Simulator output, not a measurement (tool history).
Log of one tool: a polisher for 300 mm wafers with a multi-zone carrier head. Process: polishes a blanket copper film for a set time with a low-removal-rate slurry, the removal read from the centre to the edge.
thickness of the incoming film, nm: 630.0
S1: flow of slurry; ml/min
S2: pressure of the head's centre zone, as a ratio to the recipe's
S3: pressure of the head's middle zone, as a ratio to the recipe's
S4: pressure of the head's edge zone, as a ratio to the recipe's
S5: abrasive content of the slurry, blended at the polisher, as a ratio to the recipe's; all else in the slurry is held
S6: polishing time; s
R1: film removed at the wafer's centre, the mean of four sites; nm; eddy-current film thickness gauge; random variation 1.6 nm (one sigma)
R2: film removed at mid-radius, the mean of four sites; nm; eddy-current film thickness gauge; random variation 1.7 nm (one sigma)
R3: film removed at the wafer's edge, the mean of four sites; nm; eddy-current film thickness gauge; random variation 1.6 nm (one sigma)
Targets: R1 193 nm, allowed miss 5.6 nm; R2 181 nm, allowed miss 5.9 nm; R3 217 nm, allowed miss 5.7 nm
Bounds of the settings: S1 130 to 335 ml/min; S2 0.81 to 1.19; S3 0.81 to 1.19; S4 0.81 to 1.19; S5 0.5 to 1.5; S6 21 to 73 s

{"run": 1, "hour": 0.0, "S1": 215, "S2": 1, "S3": 1, "S4": 1, "S5": 1, "S6": 47, "R1": 228.94, "R2": 235.77, "R3": 233.45}
{"run": 2, "hour": 1.8, "S1": 215, "S2": 1, "S3": 1, "S4": 1, "S5": 1, "S6": 40, "R1": 195.08, "R2": 200.58, "R3": 198.86}
{"run": 3, "hour": 8.4, "S1": 210, "S2": 1, "S3": 0.97, "S4": 1.04, "S5": 1, "S6": 40, "R1": 197.94, "R2": 193.98, "R3": 203.29}
{"run": 4, "hour": 13.6, "S1": 210, "S2": 1.04, "S3": 0.97, "S4": 1.04, "S5": 1, "S6": 40, "R1": 200.85, "R2": 191.67, "R3": 205.29}
{"run": 5, "hour": 19.6, "S1": 210, "S2": 1, "S3": 0.97, "S4": 1.04, "S5": 1, "S6": 40, "R1": 198.72, "R2": 192.43, "R3": 202.57}
{"run": 6, "hour": 21.7, "S1": 210, "S2": 1, "S3": 0.97, "S4": 1.04, "S5": 0.9, "S6": 40, "R1": 195.23, "R2": 193.04, "R3": 198.3}
{"run": 7, "hour": 26.1, "S1": 205, "S2": 0.99, "S3": 0.96, "S4": 1.07, "S5": 0.95, "S6": 40, "R1": 194.89, "R2": 190.4, "R3": 201.56}
{"hour": 26.9, "done": "worn pad replaced by a new one"}
{"run": 8, "hour": 26.9, "S1": 200, "S2": 0.94, "S3": 0.89, "S4": 1.17, "S5": 1.1, "S6": 41, "R1": 216.44, "R2": 210.38, "R3": 253.44}
{"run": 9, "hour": 28.1, "S1": 190, "S2": 0.94, "S3": 0.87, "S4": 1.14, "S5": 1.1, "S6": 41, "R1": 214.15, "R2": 204.93, "R3": 247.84}
{"run": 10, "hour": 32.1, "S1": 185, "S2": 0.93, "S3": 0.86, "S4": 1.11, "S5": 1.05, "S6": 41, "R1": 214.1, "R2": 199.28, "R3": 245.11}
{"run": 11, "hour": 38.1, "S1": 180, "S2": 0.92, "S3": 0.86, "S4": 1.09, "S5": 1, "S6": 41, "R1": 208.71, "R2": 197.33, "R3": 237.83}

Which of these 5 next moves meets every target?
{"run": "A", "hour": 44.1, "S1": 185, "S2": 0.91, "S3": 0.84, "S4": 1.12, "S5": 1, "S6": 45, "R1": "?", "R2": "?", "R3": "?"}
{"run": "B", "hour": 44.1, "S1": 150, "S2": 0.95, "S3": 0.86, "S4": 1.09, "S5": 0.95, "S6": 39, "R1": "?", "R2": "?", "R3": "?"}
{"run": "C", "hour": 44.1, "S1": 165, "S2": 0.83, "S3": 0.85, "S4": 1.08, "S5": 1, "S6": 38, "R1": "?", "R2": "?", "R3": "?"}
{"run": "D", "hour": 44.1, "S1": 195, "S2": 0.89, "S3": 0.9, "S4": 1.15, "S5": 0.9, "S6": 39, "R1": "?", "R2": "?", "R3": "?"}
{"run": "E", "hour": 44.1, "S1": 145, "S2": 0.95, "S3": 0.93, "S4": 1.1, "S5": 0.75, "S6": 40, "R1": "?", "R2": "?", "R3": "?"}

move=A R1=228.08 R2=214.11 R3=264.84
move=B R1=195.85 R2=181.87 R3=219.42
move=C R1=176.24 R2=179.72 R3=216.96
move=D R1=192.44 R2=194.33 R3=229.56
move=E R1=192.23 R2=190.5 R3=216.52
A: further off than the last run
B: meets every target
C: brings the result that was furthest off to its target, and leaves another outside
D: nearer than the last run, and not there yet
E: brings the result that was furthest off to its target, and leaves another outside
Move B is the one to make.
